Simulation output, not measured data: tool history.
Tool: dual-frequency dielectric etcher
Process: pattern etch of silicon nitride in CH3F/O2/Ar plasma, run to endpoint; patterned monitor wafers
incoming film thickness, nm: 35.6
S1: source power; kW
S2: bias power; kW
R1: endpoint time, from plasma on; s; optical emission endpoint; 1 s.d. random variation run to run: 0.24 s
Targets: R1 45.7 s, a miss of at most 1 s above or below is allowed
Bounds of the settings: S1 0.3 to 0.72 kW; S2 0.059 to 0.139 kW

{"run": 1, "hour": 0.0, "S1": 0.51, "S2": 0.099, "R1": 37.889}
{"run": 2, "hour": 1.4, "S1": 0.48, "S2": 0.096, "R1": 38.726}
{"run": 3, "hour": 10.4, "S1": 0.45, "S2": 0.091, "R1": 40.244}
{"run": 4, "hour": 15.0, "S1": 0.51, "S2": 0.091, "R1": 38.832}
{"run": 5, "hour": 23.1, "S1": 0.48, "S2": 0.088, "R1": 39.716}
{"run": 6, "hour": 28.2, "S1": 0.45, "S2": 0.085, "R1": 40.9}
{"run": 7, "hour": 35.2, "S1": 0.43, "S2": 0.083, "R1": 42.091}
{"run": 8, "hour": 41.6, "S1": 0.43, "S2": 0.083, "R1": 42.053}
{"run": 9, "hour": 42.5, "S1": 0.43, "S2": 0.083, "R1": 42.11}
{"run": 10, "hour": 50.3, "S1": 0.41, "S2": 0.082, "R1": 42.784}

Below are 5 possible settings for the next run. Only one of them brings all results inside the allowed miss of their targets. Which is it?
{"run": "A", "hour": 58.1, "S1": 0.42, "S2": 0.076, "R1": "?"}
{"run": "B", "hour": 58.1, "S1": 0.5, "S2": 0.095, "R1": "?"}
{"run": "C", "hour": 58.1, "S1": 0.34, "S2": 0.066, "R1": "?"}
{"run": "D", "hour": 58.1, "S1": 0.37, "S2": 0.062, "R1": "?"}
{"run": "E", "hour": 58.1, "S1": 0.39, "S2": 0.068, "R1": "?"}

move=A R1=43.594
move=B R1=38.547
move=C R1=48.292
move=D R1=48.121
move=E R1=46.097
A: an improvement on the last run, though not all results are within tolerance
B: the biggest miss grows against the last run
C: moves the result that the last run missed by most past its target, out the other side
D: moves the result that the last run missed by most past its target, out the other side
E: all results land within tolerance of their targets
Answer: E
